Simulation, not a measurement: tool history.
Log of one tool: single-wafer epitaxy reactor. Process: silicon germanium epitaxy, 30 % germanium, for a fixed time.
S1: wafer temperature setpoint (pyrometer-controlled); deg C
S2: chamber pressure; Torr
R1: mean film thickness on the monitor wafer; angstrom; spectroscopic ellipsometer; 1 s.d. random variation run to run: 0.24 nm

run  hour   S1    S2      R1
  1   0.0  580  25.1  395.32
  2   1.1  580  27.6  416.74
  3   8.0  583  28.0  449.39
  4  11.0  585  28.1  473.04
  5  13.2  585  31.7  501.61
     19.1  -- pyrometer calibrated
  6  19.1  587  31.7  589.80
  7  26.1  588  31.7  596.84

Expected results for the next run?
  8  29.2  589  31.7   ?

For run 8 the tool returned R1 613.59 angstrom.
